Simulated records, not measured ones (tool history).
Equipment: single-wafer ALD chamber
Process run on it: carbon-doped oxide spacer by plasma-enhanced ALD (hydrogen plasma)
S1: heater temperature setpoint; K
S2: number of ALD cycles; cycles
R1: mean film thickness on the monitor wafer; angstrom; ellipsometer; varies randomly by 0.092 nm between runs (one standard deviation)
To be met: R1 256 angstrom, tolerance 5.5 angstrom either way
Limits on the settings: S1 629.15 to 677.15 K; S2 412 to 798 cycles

| run | day | S1 | S2 | R1 |
|---|---|---|---|---|
| 1 | 0 | 653.15 | 605 | 333.9 |
| 2 | 0.221 | 653.15 | 575 | 317.42 |
| 3 | 0.321 | 653.15 | 551 | 303.89 |
| 4 | 0.421 | 653.15 | 609 | 338.57 |
| 5 | 0.704 | 653.15 | 581 | 321.33 |
| 6 | 1.121 | 653.15 | 539 | 297.6 |
| 7 | 1.429 | 653.15 | 523 | 287.85 |
| 8 | 1.662 | 653.15 | 523 | 288.46 |
| 9 | 1.854 | 653.15 | 511 | 280.99 |
| 10 | 2.225 | 653.15 | 502 | 276.44 |
| 11 | 2.375 | 653.15 | 494 | 273.3 |
| 12 | 2.783 | 653.15 | 446 | 244.35 |
| 13 | 3.046 | 653.15 | 450 | 247.35 |
| 14 | 3.246 | 653.15 | 475 | 262.77 |

Pick the move, out of 4, that brings all results within their allowed miss; only one does.
| A | 3.446 | 651.15 | 434 | ? |
| B | 3.446 | 644.15 | 439 | ? |
| C | 3.446 | 670.15 | 462 | ? |
| D | 3.446 | 651.15 | 488 | ? |

| move | R1 |
|---|---|
| A | 239.32 |
| B | 242.08 |
| C | 254.76 |
| D | 269.1 |
A: takes the biggest miss from the last run beyond its target
B: takes the biggest miss from the last run beyond its target
C: in spec on every target
D: its largest miss is bigger than the last run's
Answer: C
